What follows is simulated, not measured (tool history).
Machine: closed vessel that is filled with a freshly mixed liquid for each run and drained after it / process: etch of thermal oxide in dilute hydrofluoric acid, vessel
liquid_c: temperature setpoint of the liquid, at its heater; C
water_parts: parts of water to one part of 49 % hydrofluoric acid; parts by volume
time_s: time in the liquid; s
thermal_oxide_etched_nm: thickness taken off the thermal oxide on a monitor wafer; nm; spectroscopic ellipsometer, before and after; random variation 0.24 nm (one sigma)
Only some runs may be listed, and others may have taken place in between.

run	hour	liquid_c	water_parts	time_s	thermal_oxide_etched_nm
1	0	20	210	1030	16.484
2	3.5	22	175	1030	22.175
3	11.7	22	175	825	17.695
4	15.8	23.5	145	870	24.622
5	18.2	23.5	145	1030	29.256
6	23.1	20	145	1030	25.254
7	30.4	21.5	125	1030	32.131
8	38.1	23	115	1030	37.453

Expected results for the next run?
# hour 39: thermometer replaced
9	39	24	110	1030	?

thermal_oxide_etched_nm: 43.797 nm
